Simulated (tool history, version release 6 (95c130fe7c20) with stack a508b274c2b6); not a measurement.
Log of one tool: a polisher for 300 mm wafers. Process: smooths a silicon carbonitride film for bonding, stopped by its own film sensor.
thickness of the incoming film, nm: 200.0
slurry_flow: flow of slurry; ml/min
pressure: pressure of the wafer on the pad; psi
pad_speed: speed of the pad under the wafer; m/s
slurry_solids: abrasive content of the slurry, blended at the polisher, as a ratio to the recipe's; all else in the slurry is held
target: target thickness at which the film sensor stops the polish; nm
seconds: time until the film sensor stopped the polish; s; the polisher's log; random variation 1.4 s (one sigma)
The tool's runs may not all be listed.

run	day	slurry_flow	pressure	pad_speed	slurry_solids	target	seconds
1	0.000	215	2.5	1.12	1.00	162	127.110
2	0.096	215	2.8	1.14	1.00	162	112.070
3	0.162	215	3.0	1.16	1.00	162	102.950
4	0.471	215	3.2	1.18	1.00	162	96.960
5	0.567	215	3.2	1.18	0.85	162	107.130
6	0.762	215	3.4	1.22	0.85	162	99.178

The next listed run, before its measurement:
7	0.862	215	3.5	1.26	0.85	162	?

Run 7 gave seconds 91.149 s.
